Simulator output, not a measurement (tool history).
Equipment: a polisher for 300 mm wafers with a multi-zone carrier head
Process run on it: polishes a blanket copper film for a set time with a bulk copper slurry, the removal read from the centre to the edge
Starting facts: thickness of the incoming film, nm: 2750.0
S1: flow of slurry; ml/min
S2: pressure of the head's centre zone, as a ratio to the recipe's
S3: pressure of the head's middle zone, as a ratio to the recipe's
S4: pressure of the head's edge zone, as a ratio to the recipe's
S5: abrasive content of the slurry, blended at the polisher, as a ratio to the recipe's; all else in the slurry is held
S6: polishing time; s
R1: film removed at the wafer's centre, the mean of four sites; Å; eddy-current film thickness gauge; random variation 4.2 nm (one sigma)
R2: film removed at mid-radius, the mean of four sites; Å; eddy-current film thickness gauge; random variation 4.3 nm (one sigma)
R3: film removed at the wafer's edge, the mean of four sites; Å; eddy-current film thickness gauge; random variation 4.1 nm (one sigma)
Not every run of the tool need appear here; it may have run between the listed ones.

run  hour   S1    S2    S3    S4    S5  S6      R1      R2      R3
  1     0  275     1     1     1     1  40  3523.6  3531.6  3414.5
  2   8.2  275     1     1  0.97     1  40  3424.4  3466.1  3307.6
  3  12.6  275     1  0.99  0.95  0.95  40  3381.1  3417.5    3251
  4  16.7  275     1  0.98  0.94   0.9  40  3394.1  3332.5  3242.4
  5    20  275     1  0.98  0.93  0.85  40  3215.6  3286.3  3058.9
  6  21.3  275     1  0.98     1  0.85  40  3270.9  3284.2    3254
  7  26.6  275  1.02   0.9   0.9   0.6  39  2921.7  2647.3  2708.3
  8  30.9  275  1.02  0.91   0.9   0.6  39  2808.4  2641.8  2684.7
  9  33.6  275  1.03  0.92   0.9   0.6  39  2863.3  2660.6    2732
 10  41.1  275  1.03  0.93  0.89   0.6  39  2886.2  2748.4  2620.9

Forecast run 11:
 11  49.1  275  1.03  0.93  0.89  0.6  39   ?   ?   ?

{"run 11": {"R1": 2854.4, "R2": 2736.2, "R3": 2629}}

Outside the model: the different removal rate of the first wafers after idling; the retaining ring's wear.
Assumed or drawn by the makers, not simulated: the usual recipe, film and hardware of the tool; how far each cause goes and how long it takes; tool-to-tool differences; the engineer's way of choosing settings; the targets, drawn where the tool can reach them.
